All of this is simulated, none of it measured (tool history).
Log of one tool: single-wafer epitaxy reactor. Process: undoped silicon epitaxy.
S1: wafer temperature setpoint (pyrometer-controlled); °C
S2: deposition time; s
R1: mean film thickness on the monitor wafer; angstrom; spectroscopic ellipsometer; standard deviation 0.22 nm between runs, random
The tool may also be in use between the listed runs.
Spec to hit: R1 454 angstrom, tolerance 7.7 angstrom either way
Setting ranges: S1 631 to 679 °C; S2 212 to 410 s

run 1 hour=0 | S1=655 S2=311 | R1=486.15
run 2 hour=4.3 | S1=655 S2=339 | R1=527.32
run 3 hour=5.3 | S1=655 S2=371 | R1=573.45
run 4 hour=12.5 | S1=655 S2=354 | R1=552.73
run 5 hour=18 | S1=663 S2=354 | R1=639.59
run 6 hour=24.4 | S1=660 S2=354 | R1=605.7
run 7 hour=26.7 | S1=657 S2=354 | R1=574.36
-- hour=30.1 pyrometer calibrated
run 8 hour=30.1 | S1=655 S2=354 | R1=609.57
run 9 hour=35.4 | S1=643 S2=315 | R1=432.65
run 10 hour=36.5 | S1=644 S2=315 | R1=439.49

Which one of the following 5 next-run settings gets every result inside its allowed miss? There is exactly one.
run A hour=37.6 | S1=632 S2=378 | R1=?
run B hour=37.6 | S1=633 S2=373 | R1=?
run C hour=37.6 | S1=643 S2=317 | R1=?
run D hour=37.6 | S1=636 S2=360 | R1=?
run E hour=37.6 | S1=649 S2=298 | R1=?

move=A R1=414.12
move=B R1=416.82
move=C R1=430.92
move=D R1=426.82
move=E R1=454.81
A: its largest miss is bigger than the last run's
B: its largest miss is bigger than the last run's
C: its largest miss is bigger than the last run's
D: its largest miss is bigger than the last run's
E: all results in spec
E meets every target.
